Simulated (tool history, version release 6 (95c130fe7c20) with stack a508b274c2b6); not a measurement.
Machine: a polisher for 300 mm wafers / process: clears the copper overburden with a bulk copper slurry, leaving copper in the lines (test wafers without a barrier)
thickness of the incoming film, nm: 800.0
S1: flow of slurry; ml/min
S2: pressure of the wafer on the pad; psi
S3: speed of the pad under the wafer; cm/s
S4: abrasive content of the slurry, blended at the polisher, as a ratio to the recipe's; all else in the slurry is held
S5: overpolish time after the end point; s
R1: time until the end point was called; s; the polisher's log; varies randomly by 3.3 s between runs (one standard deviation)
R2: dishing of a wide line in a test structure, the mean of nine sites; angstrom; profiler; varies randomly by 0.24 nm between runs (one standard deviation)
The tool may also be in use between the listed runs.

run,day,S1,S2,S3,S4,S5,R1,R2
1,0,260,1.8,118,1,16,141.76,350.24
2,0.1,260,2.1,118,1,16,123.18,362.05
3,0.296,260,2.1,118,0.9,16,123.83,358.31
4,0.333,260,2.1,134,0.9,16,112.09,383.89
5,0.408,260,2.1,134,0.8,16,113.49,370.8
6,0.579,260,1.7,134,0.8,16,140.18,344.24
7,0.746,285,1.6,108,0.7,13,186.7,276.02
8,1.008,325,1.5,98,0.65,10,220.74,202.43

Run 9 is up next; what results do you expect?
9,1.221,340,1.4,98,0.65,10,?,?

{"run 9": {"R1": 232.22, "R2": 199.4}}
